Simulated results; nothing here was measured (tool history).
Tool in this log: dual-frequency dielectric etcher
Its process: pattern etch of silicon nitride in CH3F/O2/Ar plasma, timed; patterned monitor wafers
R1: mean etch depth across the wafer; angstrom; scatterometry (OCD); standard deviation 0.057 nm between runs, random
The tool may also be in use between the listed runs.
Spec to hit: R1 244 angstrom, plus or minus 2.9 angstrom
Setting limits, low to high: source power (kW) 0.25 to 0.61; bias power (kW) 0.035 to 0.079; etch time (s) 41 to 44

Run 1, hour 0: source power (kW) 0.43, bias power (kW) 0.057, etch time (s) 44. Result: R1 275.43 angstrom.
Run 2, hour 6.4: source power (kW) 0.43, bias power (kW) 0.061, etch time (s) 44. Result: R1 280.02 angstrom.
Run 3, hour 14.1: source power (kW) 0.43, bias power (kW) 0.061, etch time (s) 41. Result: R1 263.21 angstrom.
Run 4, hour 19.5: source power (kW) 0.48, bias power (kW) 0.061, etch time (s) 41. Result: R1 274.5 angstrom.
Run 5, hour 22: source power (kW) 0.43, bias power (kW) 0.061, etch time (s) 41. Result: R1 260.99 angstrom.
Run 6, hour 26.5: source power (kW) 0.41, bias power (kW) 0.061, etch time (s) 41. Result: R1 256.51 angstrom.
Run 7, hour 27.1: source power (kW) 0.39, bias power (kW) 0.061, etch time (s) 41. Result: R1 250.36 angstrom.
Run 8, hour 30.1: source power (kW) 0.36, bias power (kW) 0.061, etch time (s) 41. Result: R1 240.14 angstrom.

4 candidate next runs follow, results not yet known. Just one meets every target within its allowed miss. Identify it.
Run A, hour 33.1: source power (kW) 0.38, bias power (kW) 0.051, etch time (s) 44. Result: R1 ?.
Run B, hour 33.1: source power (kW) 0.35, bias power (kW) 0.06, etch time (s) 42.5. Result: R1 ?.
Run C, hour 33.1: source power (kW) 0.31, bias power (kW) 0.064, etch time (s) 42. Result: R1 ?.
Run D, hour 33.1: source power (kW) 0.34, bias power (kW) 0.06, etch time (s) 41.5. Result: R1 ?.

move      R1
   A  248.99
   B  244.11
   C  232.36
   D     235
A: pushes the last run's worst result past its target
B: all results land within tolerance of their targets
C: misses by more than the last run did
D: misses by more than the last run did
B is the move that brings every result within its allowed miss.
